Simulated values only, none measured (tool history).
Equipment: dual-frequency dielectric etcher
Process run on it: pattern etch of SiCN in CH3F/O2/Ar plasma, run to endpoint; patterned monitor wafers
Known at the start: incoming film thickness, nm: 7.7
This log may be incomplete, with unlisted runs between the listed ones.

{"run": 1, "day": 0.0, "source power (W)": 420, "bias power (W)": 79, "endpoint time (s)": 20.083}
{"run": 2, "day": 0.167, "source power (W)": 440, "bias power (W)": 81, "endpoint time (s)": 19.411}
{"run": 3, "day": 0.358, "source power (W)": 440, "bias power (W)": 71, "endpoint time (s)": 20.307}
{"run": 4, "day": 0.688, "source power (W)": 470, "bias power (W)": 71, "endpoint time (s)": 19.907}
{"run": 5, "day": 0.896, "source power (W)": 480, "bias power (W)": 74, "endpoint time (s)": 19.269}
{"run": 6, "day": 1.2, "source power (W)": 480, "bias power (W)": 60, "endpoint time (s)": 20.737}
{"run": 7, "day": 1.396, "source power (W)": 490, "bias power (W)": 63, "endpoint time (s)": 20.154}
{"run": 8, "day": 1.738, "source power (W)": 500, "bias power (W)": 66, "endpoint time (s)": 19.585}
{"run": 9, "day": 1.988, "source power (W)": 510, "bias power (W)": 68, "endpoint time (s)": 19.411}
{"run": 10, "day": 2.188, "source power (W)": 520, "bias power (W)": 71, "endpoint time (s)": 18.92}
{"run": 11, "day": 2.4, "source power (W)": 530, "bias power (W)": 73, "endpoint time (s)": 18.658}
{"run": 12, "day": 2.483, "source power (W)": 540, "bias power (W)": 75, "endpoint time (s)": 18.34}
{"run": 13, "day": 2.596, "source power (W)": 540, "bias power (W)": 77, "endpoint time (s)": 18.128}

Run 14 is up next; what results do you expect?
{"run": 14, "day": 2.967, "source power (W)": 540, "bias power (W)": 77, "endpoint time (s)": "?"}

Run 14 came out at endpoint time (s) 18.11.

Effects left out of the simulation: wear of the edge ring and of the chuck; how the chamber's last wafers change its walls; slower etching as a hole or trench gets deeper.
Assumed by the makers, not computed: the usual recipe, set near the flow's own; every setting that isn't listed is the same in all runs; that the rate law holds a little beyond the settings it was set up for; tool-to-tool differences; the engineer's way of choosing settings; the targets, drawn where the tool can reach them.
